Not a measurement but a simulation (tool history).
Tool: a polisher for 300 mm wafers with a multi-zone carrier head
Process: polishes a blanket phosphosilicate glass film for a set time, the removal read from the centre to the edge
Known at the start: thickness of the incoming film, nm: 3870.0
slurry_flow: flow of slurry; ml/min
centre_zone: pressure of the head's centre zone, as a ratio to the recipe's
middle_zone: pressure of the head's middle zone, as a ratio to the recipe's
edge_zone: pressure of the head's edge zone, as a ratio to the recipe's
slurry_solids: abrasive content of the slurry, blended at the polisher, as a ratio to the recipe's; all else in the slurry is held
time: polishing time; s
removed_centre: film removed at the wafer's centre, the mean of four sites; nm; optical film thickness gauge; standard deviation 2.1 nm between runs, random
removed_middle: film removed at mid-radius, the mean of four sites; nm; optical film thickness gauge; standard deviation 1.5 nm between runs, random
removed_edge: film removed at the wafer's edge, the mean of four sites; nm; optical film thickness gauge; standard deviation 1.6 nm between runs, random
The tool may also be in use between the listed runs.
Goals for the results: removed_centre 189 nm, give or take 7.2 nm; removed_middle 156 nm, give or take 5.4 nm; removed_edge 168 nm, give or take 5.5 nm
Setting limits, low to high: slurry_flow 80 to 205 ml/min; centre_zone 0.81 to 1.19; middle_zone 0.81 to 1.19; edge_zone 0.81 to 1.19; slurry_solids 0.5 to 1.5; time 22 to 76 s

{"run": 1, "hour": 0.0, "slurry_flow": 135, "centre_zone": 1, "middle_zone": 1, "edge_zone": 1, "slurry_solids": 1, "time": 49, "removed_centre": 262.49, "removed_middle": 239.81, "removed_edge": 242.37}
{"run": 2, "hour": 5.0, "slurry_flow": 135, "centre_zone": 0.96, "middle_zone": 1, "edge_zone": 1, "slurry_solids": 1, "time": 49, "removed_centre": 248.68, "removed_middle": 240.02, "removed_edge": 243.44}
{"run": 3, "hour": 12.1, "slurry_flow": 135, "centre_zone": 0.96, "middle_zone": 0.93, "edge_zone": 1, "slurry_solids": 1, "time": 49, "removed_centre": 249.99, "removed_middle": 224.63, "removed_edge": 245.25}
{"run": 4, "hour": 19.0, "slurry_flow": 165, "centre_zone": 0.96, "middle_zone": 0.93, "edge_zone": 1, "slurry_solids": 1, "time": 49, "removed_centre": 262.2, "removed_middle": 236.08, "removed_edge": 250.72}
{"run": 5, "hour": 24.4, "slurry_flow": 160, "centre_zone": 0.96, "middle_zone": 0.92, "edge_zone": 0.98, "slurry_solids": 0.9, "time": 48, "removed_centre": 237.9, "removed_middle": 214.23, "removed_edge": 232.62}
{"run": 6, "hour": 26.0, "slurry_flow": 160, "centre_zone": 0.98, "middle_zone": 0.92, "edge_zone": 0.96, "slurry_solids": 0.85, "time": 47, "removed_centre": 234.25, "removed_middle": 197.47, "removed_edge": 215.39}
{"run": 7, "hour": 27.7, "slurry_flow": 155, "centre_zone": 0.98, "middle_zone": 0.92, "edge_zone": 0.94, "slurry_solids": 0.8, "time": 47, "removed_centre": 224.79, "removed_middle": 197.75, "removed_edge": 205.37}
{"run": 8, "hour": 30.9, "slurry_flow": 150, "centre_zone": 0.98, "middle_zone": 0.9, "edge_zone": 0.93, "slurry_solids": 0.75, "time": 47, "removed_centre": 218.33, "removed_middle": 184.88, "removed_edge": 192.48}
{"run": 9, "hour": 33.8, "slurry_flow": 115, "centre_zone": 0.93, "middle_zone": 0.84, "edge_zone": 0.9, "slurry_solids": 0.75, "time": 47, "removed_centre": 187.65, "removed_middle": 163.91, "removed_edge": 182.94}
{"run": 10, "hour": 38.4, "slurry_flow": 115, "centre_zone": 0.94, "middle_zone": 0.84, "edge_zone": 0.89, "slurry_solids": 0.75, "time": 47, "removed_centre": 190.23, "removed_middle": 159.24, "removed_edge": 180.43}
{"run": 11, "hour": 42.0, "slurry_flow": 115, "centre_zone": 0.94, "middle_zone": 0.84, "edge_zone": 0.88, "slurry_solids": 0.75, "time": 47, "removed_centre": 190.07, "removed_middle": 160.49, "removed_edge": 182.51}
{"run": 12, "hour": 45.3, "slurry_flow": 115, "centre_zone": 0.95, "middle_zone": 0.85, "edge_zone": 0.87, "slurry_solids": 0.75, "time": 47, "removed_centre": 195.49, "removed_middle": 164.73, "removed_edge": 180.35}
{"hour": 49.3, "done": "centre zone pressure recalibrated"}
{"run": 13, "hour": 49.3, "slurry_flow": 110, "centre_zone": 0.95, "middle_zone": 0.85, "edge_zone": 0.86, "slurry_solids": 0.75, "time": 47, "removed_centre": 174.29, "removed_middle": 161.36, "removed_edge": 178.97}
{"run": 14, "hour": 57.7, "slurry_flow": 135, "centre_zone": 1.02, "middle_zone": 0.84, "edge_zone": 0.82, "slurry_solids": 0.6, "time": 47, "removed_centre": 170.14, "removed_middle": 143.4, "removed_edge": 154.26}
{"run": 15, "hour": 65.7, "slurry_flow": 140, "centre_zone": 1.01, "middle_zone": 0.84, "edge_zone": 0.83, "slurry_solids": 0.6, "time": 47, "removed_centre": 167.31, "removed_middle": 144.73, "removed_edge": 156.08}
{"run": 16, "hour": 69.4, "slurry_flow": 140, "centre_zone": 1.01, "middle_zone": 0.85, "edge_zone": 0.84, "slurry_solids": 0.6, "time": 47, "removed_centre": 167.81, "removed_middle": 145.61, "removed_edge": 158.03}

Which single option among these 5 for the next run brings every result within its allowed miss of target? Just one does.
{"run": "A", "hour": 73.1, "slurry_flow": 165, "centre_zone": 1.1, "middle_zone": 0.82, "edge_zone": 0.91, "slurry_solids": 0.7, "time": 42, "removed_centre": "?", "removed_middle": "?", "removed_edge": "?"}
{"run": "B", "hour": 73.1, "slurry_flow": 145, "centre_zone": 1.12, "middle_zone": 0.88, "edge_zone": 0.91, "slurry_solids": 0.7, "time": 43, "removed_centre": "?", "removed_middle": "?", "removed_edge": "?"}
{"run": "C", "hour": 73.1, "slurry_flow": 155, "centre_zone": 1.14, "middle_zone": 0.86, "edge_zone": 0.81, "slurry_solids": 0.8, "time": 38, "removed_centre": "?", "removed_middle": "?", "removed_edge": "?"}
{"run": "D", "hour": 73.1, "slurry_flow": 135, "centre_zone": 0.99, "middle_zone": 0.81, "edge_zone": 0.88, "slurry_solids": 0.55, "time": 51, "removed_centre": "?", "removed_middle": "?", "removed_edge": "?"}
{"run": "E", "hour": 73.1, "slurry_flow": 115, "centre_zone": 0.85, "middle_zone": 0.87, "edge_zone": 0.91, "slurry_solids": 0.65, "time": 50, "removed_centre": "?", "removed_middle": "?", "removed_edge": "?"}

move=A removed_centre=192.87 removed_middle=148.69 removed_edge=166.56
move=B removed_centre=195.43 removed_middle=157.21 removed_edge=167.24
move=C removed_centre=194.17 removed_middle=150.32 removed_edge=154.13
move=D removed_centre=168.95 removed_middle=144.24 removed_edge=162.53
move=E removed_centre=153.43 removed_middle=162.92 removed_edge=177.71
A: corrects the largest miss of the last run, while another result sits out of spec
B: in spec on every target
C: corrects the largest miss of the last run, while another result sits out of spec
D: closer than the last run, but not yet in spec
E: moves away from the targets compared with the last run
The right move is B.
